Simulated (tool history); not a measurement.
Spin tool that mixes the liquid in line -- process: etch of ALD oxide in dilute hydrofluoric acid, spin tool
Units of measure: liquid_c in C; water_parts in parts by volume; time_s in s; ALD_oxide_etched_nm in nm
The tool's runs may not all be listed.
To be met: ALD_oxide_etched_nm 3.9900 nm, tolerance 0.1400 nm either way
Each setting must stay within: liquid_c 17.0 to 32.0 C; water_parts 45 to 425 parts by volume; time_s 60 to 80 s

| run | hour | liquid_c | water_parts | time_s | ALD_oxide_etched_nm |
|---|---|---|---|---|---|
| 1 | 0.0 | 24.0 | 235 | 80 | 7.5358 |
| 2 | 4.1 | 24.0 | 280 | 80 | 6.0780 |
| 3 | 7.3 | 23.0 | 285 | 80 | 5.7797 |
| 4 | 16.0 | 22.0 | 295 | 80 | 5.3070 |
| 5 | 23.3 | 21.5 | 300 | 80 | 5.0866 |
| 6 | 25.4 | 21.0 | 305 | 80 | 4.9049 |
| 7 | 26.4 | 20.5 | 310 | 80 | 4.7591 |
| 8 | 28.6 | 20.0 | 315 | 80 | 4.4603 |
| 9 | 35.2 | 19.5 | 315 | 80 | 4.5301 |
| 10 | 36.7 | 19.0 | 320 | 80 | 4.2964 |
| 11 | 41.4 | 18.5 | 320 | 80 | 4.1849 |
| 12 | 46.3 | 18.0 | 320 | 80 | 4.1772 |

Exercise: of the 5 proposed moves below, exactly one satisfies all targets within the stated allowed misses. Which move is it?
| A | 51.2 | 17.5 | 325 | 80 | ? |
| B | 51.2 | 19.0 | 315 | 80 | ? |
| C | 51.2 | 17.0 | 275 | 70 | ? |
| D | 51.2 | 17.0 | 290 | 75 | ? |
| E | 51.2 | 18.0 | 285 | 75 | ? |

| move | ALD_oxide_etched_nm |
|---|---|
| A | 3.9251 |
| B | 4.3167 |
| C | 4.1538 |
| D | 4.1670 |
| E | 4.4227 |
A: meets every target
B: lands further from the targets than the last run did
C: nearer the targets than the last run, but a result is still out of spec
D: nearer the targets than the last run, but a result is still out of spec
E: lands further from the targets than the last run did
Answer: A

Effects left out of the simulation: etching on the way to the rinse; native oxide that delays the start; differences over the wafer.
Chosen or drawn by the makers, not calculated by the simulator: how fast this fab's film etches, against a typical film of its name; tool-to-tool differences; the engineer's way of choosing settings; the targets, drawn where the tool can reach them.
